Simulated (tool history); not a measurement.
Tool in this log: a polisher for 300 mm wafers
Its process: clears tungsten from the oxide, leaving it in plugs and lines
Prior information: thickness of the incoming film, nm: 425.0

run  hour  flow of slurry (ml/min)  pressure of the wafer on the pad (psi)  speed of the pad under the wafer (m/s)  abrasive content of the slurry  overpolish time after the end point (s)  time until the end point was called (s)
  1   0.0                      300                                     3.0                                    1.02                             1.0                                       24                                   92.981
  2   5.5                      300                                     3.1                                    1.02                             1.0                                       24                                   92.888
  3  12.4                      300                                     3.1                                    1.02                             1.0                                       26                                   93.837
  4  16.7                      300                                     3.1                                    1.12                             1.0                                       26                                   87.231
  5  22.4                      300                                     3.2                                    1.12                             1.0                                       26                                   85.109
  6  27.1                      235                                     3.2                                    1.12                             1.0                                       26                                   84.533

Estimate the outcome of run 7 from the log above:
  7  33.1                      235                                     3.3                                    1.12                             1.0                                       26                                        ?

{"run 7": {"time until the end point was called (s)": 83.666}}
